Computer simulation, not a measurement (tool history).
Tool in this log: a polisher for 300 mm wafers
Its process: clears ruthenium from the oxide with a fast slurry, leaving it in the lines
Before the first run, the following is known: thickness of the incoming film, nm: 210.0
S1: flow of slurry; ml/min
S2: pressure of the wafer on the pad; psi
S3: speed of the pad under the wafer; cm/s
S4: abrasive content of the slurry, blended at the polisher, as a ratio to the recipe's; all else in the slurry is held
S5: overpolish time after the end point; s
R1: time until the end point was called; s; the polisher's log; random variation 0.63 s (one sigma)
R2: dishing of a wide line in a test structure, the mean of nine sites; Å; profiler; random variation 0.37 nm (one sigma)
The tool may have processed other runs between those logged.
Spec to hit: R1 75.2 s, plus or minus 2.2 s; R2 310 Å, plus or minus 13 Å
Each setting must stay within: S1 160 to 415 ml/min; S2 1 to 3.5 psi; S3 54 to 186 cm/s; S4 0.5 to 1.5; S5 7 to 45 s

| run | hour | S1 | S2 | S3 | S4 | S5 | R1 | R2 |
|---|---|---|---|---|---|---|---|---|
| 1 | 0 | 265 | 2.2 | 118 | 1 | 23 | 57.474 | 619.75 |
| 2 | 3.5 | 270 | 2 | 118 | 1 | 20 | 62.594 | 509.69 |
| 3 | 7.7 | 275 | 1.9 | 118 | 1 | 18 | 65.869 | 428.95 |
| 4 | 15.6 | 275 | 1.6 | 118 | 1 | 18 | 78.397 | 376.56 |
| 5 | 18.1 | 280 | 1.6 | 118 | 1 | 17 | 77.418 | 363.47 |
| 6 | 20.8 | 280 | 1.6 | 98 | 1 | 17 | 92.631 | 298.22 |
| 7 | 22.2 | 305 | 2.1 | 98 | 1 | 13 | 70.19 | 305.21 |
| 8 | 31 | 295 | 2.1 | 98 | 1 | 13 | 70.605 | 302.54 |
| 9 | 32.6 | 285 | 2.1 | 98 | 1 | 13 | 71.4 | 305.66 |
| 10 | 34.2 | 275 | 2.1 | 98 | 1 | 13 | 71.804 | 300.35 |
| 11 | 35 | 265 | 2.1 | 98 | 1 | 13 | 70.654 | 308.39 |

Consider the 4 candidate settings below. Which is the only one whose results all fall within their allowed miss of target?
| A | 35.8 | 250 | 2.1 | 102 | 1.05 | 13 | ? | ? |
| B | 35.8 | 260 | 2.3 | 100 | 0.8 | 14 | ? | ? |
| C | 35.8 | 290 | 1.7 | 144 | 0.8 | 14 | ? | ? |
| D | 35.8 | 265 | 1.8 | 106 | 1.2 | 15 | ? | ? |

| move | R1 | R2 |
|---|---|---|
| A | 66.266 | 314.79 |
| B | 74.39 | 303 |
| C | 69.132 | 324.07 |
| D | 68.38 | 348.54 |
A: moves away from the targets compared with the last run
B: meets every target
C: moves away from the targets compared with the last run
D: moves away from the targets compared with the last run
Correct choice: B, which meets every target
